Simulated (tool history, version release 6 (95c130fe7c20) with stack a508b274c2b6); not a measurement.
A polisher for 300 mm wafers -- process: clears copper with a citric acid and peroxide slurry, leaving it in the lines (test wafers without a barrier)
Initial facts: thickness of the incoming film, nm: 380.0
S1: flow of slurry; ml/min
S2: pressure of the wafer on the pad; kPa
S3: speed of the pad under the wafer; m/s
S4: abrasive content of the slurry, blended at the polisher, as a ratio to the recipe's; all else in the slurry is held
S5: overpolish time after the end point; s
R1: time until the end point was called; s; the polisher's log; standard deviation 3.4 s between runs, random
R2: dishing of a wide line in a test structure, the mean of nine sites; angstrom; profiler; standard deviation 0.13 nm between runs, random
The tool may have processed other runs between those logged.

Run 1, hour 0: S1 255 ml/min, S2 26.2 kPa, S3 1.32 m/s, S4 1, S5 15 s. Result: R1 113.04 s, R2 357.09 angstrom.
Run 2, hour 2.3: S1 255 ml/min, S2 26.2 kPa, S3 1.44 m/s, S4 1, S5 15 s. Result: R1 103.92 s, R2 384.52 angstrom.
Run 3, hour 7.9: S1 255 ml/min, S2 26.2 kPa, S3 1.68 m/s, S4 1, S5 15 s. Result: R1 91.003 s, R2 436.54 angstrom.
Run 4, hour 14.5: S1 255 ml/min, S2 29.6 kPa, S3 1.68 m/s, S4 1, S5 15 s. Result: R1 80.148 s, R2 489.07 angstrom.
Run 5, hour 19.3: S1 290 ml/min, S2 29.6 kPa, S3 1.68 m/s, S4 1, S5 15 s. Result: R1 79.624 s, R2 495.59 angstrom.
Run 6, hour 22.2: S1 270 ml/min, S2 27.6 kPa, S3 1.52 m/s, S4 1, S5 13 s. Result: R1 93.331 s, R2 386.75 angstrom.
Run 7, hour 30.7: S1 255 ml/min, S2 25.5 kPa, S3 1.38 m/s, S4 1.05, S5 12 s. Result: R1 114.09 s, R2 305.25 angstrom.
Run 8, hour 32.4: S1 240 ml/min, S2 24.1 kPa, S3 1.26 m/s, S4 0.95, S5 11 s. Result: R1 131.71 s, R2 237.14 angstrom.
Run 9, hour 39.9: S1 195 ml/min, S2 17.2 kPa, S3 0.9 m/s, S4 0.7, S5 4 s. Result: R1 265.15 s, R2 47.842 angstrom.
Run 10, hour 45.9: S1 200 ml/min, S2 17.2 kPa, S3 0.9 m/s, S4 0.75, S5 4 s. Result: R1 259.49 s, R2 47.221 angstrom.
Run 11, hour 54.3: S1 200 ml/min, S2 17.2 kPa, S3 0.9 m/s, S4 0.75, S5 5 s. Result: R1 261.54 s, R2 60.177 angstrom.
Run 12, hour 58.8: S1 205 ml/min, S2 17.2 kPa, S3 0.9 m/s, S4 0.75, S5 5 s. Result: R1 256.52 s, R2 57.523 angstrom.
Run 13, hour 62.3: S1 215 ml/min, S2 17.2 kPa, S3 0.9 m/s, S4 0.75, S5 5 s. Result: R1 263.69 s, R2 59.305 angstrom.
Run 14, hour 68.5: S1 255 ml/min, S2 20.7 kPa, S3 0.9 m/s, S4 0.75, S5 8 s. Result: R1 216.55 s, R2 111.24 angstrom.
Run 15, hour 71.8: S1 255 ml/min, S2 20.7 kPa, S3 0.9 m/s, S4 0.75, S5 8 s. Result: R1 217.24 s, R2 115.01 angstrom.
Run 16, hour 77.9: S1 245 ml/min, S2 20.7 kPa, S3 0.9 m/s, S4 0.75, S5 8 s. Result: R1 216.96 s, R2 112.27 angstrom.
Run 17, hour 86: S1 235 ml/min, S2 20.7 kPa, S3 0.9 m/s, S4 0.75, S5 8 s. Result: R1 213.82 s, R2 108.52 angstrom.
Run 18, hour 91.9: S1 225 ml/min, S2 20.7 kPa, S3 0.9 m/s, S4 0.75, S5 8 s. Result: R1 216.86 s, R2 113.52 angstrom.
Run 19, hour 96.3: S1 225 ml/min, S2 20 kPa, S3 0.92 m/s, S4 0.75, S5 8 s. Result: R1 221.86 s, R2 109.9 angstrom.
Run 20, hour 102.7: S1 225 ml/min, S2 19.3 kPa, S3 0.94 m/s, S4 0.75, S5 8 s. Result: R1 226.69 s, R2 106.44 angstrom.
Run 21, hour 110.1: S1 220 ml/min, S2 18.6 kPa, S3 0.94 m/s, S4 0.8, S5 8 s. Result: R1 230.86 s, R2 103.17 angstrom.
Run 22, hour 116.6: S1 215 ml/min, S2 16.5 kPa, S3 0.96 m/s, S4 0.95, S5 4 s. Result: R1 245.61 s, R2 52.168 angstrom.

What will run 23 give?
Run 23, hour 125.5: S1 215 ml/min, S2 16.5 kPa, S3 0.96 m/s, S4 0.95, S5 4 s. Result: R1 ?, R2 ?.

Logged for run 23: R1 250.81 s, R2 50.909 angstrom.
